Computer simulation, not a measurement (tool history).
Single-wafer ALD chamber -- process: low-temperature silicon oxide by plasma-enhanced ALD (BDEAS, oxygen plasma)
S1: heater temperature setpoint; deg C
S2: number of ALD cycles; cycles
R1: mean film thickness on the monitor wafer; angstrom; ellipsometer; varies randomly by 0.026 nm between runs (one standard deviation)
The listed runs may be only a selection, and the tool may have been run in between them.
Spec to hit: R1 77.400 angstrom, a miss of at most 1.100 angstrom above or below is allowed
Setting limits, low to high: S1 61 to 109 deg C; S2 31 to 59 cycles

{"run": 1, "day": 0.0, "S1": 85, "S2": 45, "R1": 58.299}
{"run": 2, "day": 0.138, "S1": 85, "S2": 42, "R1": 54.618}
{"run": 3, "day": 0.312, "S1": 85, "S2": 39, "R1": 50.761}
{"run": 4, "day": 0.562, "S1": 83, "S2": 41, "R1": 53.721}
{"run": 5, "day": 0.938, "S1": 83, "S2": 37, "R1": 48.343}
{"run": 6, "day": 1.183, "S1": 92, "S2": 37, "R1": 46.996}
{"run": 7, "day": 1.246, "S1": 80, "S2": 44, "R1": 58.244}
{"run": 8, "day": 1.375, "S1": 78, "S2": 45, "R1": 59.836}

Which one of the following 5 next-run settings gets every result inside its allowed miss? There is exactly one.
{"run": "A", "day": 1.504, "S1": 79, "S2": 56, "R1": "?"}
{"run": "B", "day": 1.504, "S1": 78, "S2": 58, "R1": "?"}
{"run": "C", "day": 1.504, "S1": 83, "S2": 57, "R1": "?"}
{"run": "D", "day": 1.504, "S1": 73, "S2": 56, "R1": "?"}
{"run": "E", "day": 1.504, "S1": 75, "S2": 56, "R1": "?"}

move=A R1=74.518
move=B R1=77.437
move=C R1=74.833
move=D R1=76.014
move=E R1=75.515
A: an improvement on the last run, though not all results are within tolerance
B: every result within its allowed miss
C: an improvement on the last run, though not all results are within tolerance
D: an improvement on the last run, though not all results are within tolerance
E: an improvement on the last run, though not all results are within tolerance
B meets every target.
